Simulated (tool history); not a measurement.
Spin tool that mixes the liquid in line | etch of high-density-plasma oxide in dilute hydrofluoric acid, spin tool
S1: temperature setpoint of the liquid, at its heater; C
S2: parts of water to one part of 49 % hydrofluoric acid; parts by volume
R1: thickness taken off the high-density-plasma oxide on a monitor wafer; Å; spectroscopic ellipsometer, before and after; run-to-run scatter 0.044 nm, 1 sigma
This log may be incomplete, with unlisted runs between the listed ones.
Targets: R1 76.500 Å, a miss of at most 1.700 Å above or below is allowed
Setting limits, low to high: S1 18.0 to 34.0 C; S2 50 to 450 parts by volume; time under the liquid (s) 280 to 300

{"run": 1, "hour": 0.0, "S1": 26.0, "S2": 250, "time under the liquid (s)": 280, "R1": 126.59}
{"run": 2, "hour": 1.1, "S1": 25.5, "S2": 255, "time under the liquid (s)": 280, "R1": 120.59}
{"run": 3, "hour": 6.7, "S1": 25.0, "S2": 260, "time under the liquid (s)": 280, "R1": 116.05}
{"run": 4, "hour": 14.1, "S1": 24.5, "S2": 265, "time under the liquid (s)": 280, "R1": 111.52}
{"run": 5, "hour": 22.9, "S1": 24.0, "S2": 270, "time under the liquid (s)": 280, "R1": 107.12}
{"run": 6, "hour": 25.8, "S1": 25.5, "S2": 270, "time under the liquid (s)": 280, "R1": 112.54}
{"run": 7, "hour": 33.5, "S1": 25.5, "S2": 270, "time under the liquid (s)": 280, "R1": 112.78}
{"run": 8, "hour": 34.5, "S1": 25.0, "S2": 275, "time under the liquid (s)": 280, "R1": 107.99}
{"run": 9, "hour": 41.8, "S1": 24.5, "S2": 280, "time under the liquid (s)": 280, "R1": 102.79}
{"run": 10, "hour": 48.9, "S1": 24.0, "S2": 280, "time under the liquid (s)": 280, "R1": 101.78}
{"run": 11, "hour": 52.5, "S1": 23.5, "S2": 280, "time under the liquid (s)": 280, "R1": 100.04}
{"run": 12, "hour": 57.1, "S1": 23.0, "S2": 280, "time under the liquid (s)": 280, "R1": 98.545}
{"run": 13, "hour": 60.5, "S1": 23.0, "S2": 280, "time under the liquid (s)": 280, "R1": 98.39}
{"run": 14, "hour": 64.4, "S1": 22.5, "S2": 280, "time under the liquid (s)": 280, "R1": 97.041}
{"run": 15, "hour": 68.5, "S1": 22.0, "S2": 280, "time under the liquid (s)": 280, "R1": 95.901}
{"run": 16, "hour": 71.1, "S1": 18.0, "S2": 305, "time under the liquid (s)": 280, "R1": 73.888}

Which single option among these 5 for the next run brings every result within its allowed miss of target? Just one does.
{"run": "A", "hour": 73.7, "S1": 18.0, "S2": 320, "time under the liquid (s)": 280, "R1": "?"}
{"run": "B", "hour": 73.7, "S1": 18.0, "S2": 300, "time under the liquid (s)": 285, "R1": "?"}
{"run": "C", "hour": 73.7, "S1": 18.0, "S2": 330, "time under the liquid (s)": 300, "R1": "?"}
{"run": "D", "hour": 73.7, "S1": 22.5, "S2": 370, "time under the liquid (s)": 295, "R1": "?"}
{"run": "E", "hour": 73.7, "S1": 19.0, "S2": 330, "time under the liquid (s)": 280, "R1": "?"}

move=A R1=69.061
move=B R1=76.262
move=C R1=71.153
move=D R1=70.716
move=E R1=68.887
A: the biggest miss grows against the last run
B: every result lands within tolerance
C: the biggest miss grows against the last run
D: the biggest miss grows against the last run
E: the biggest miss grows against the last run
B is the move that brings every result within its allowed miss.
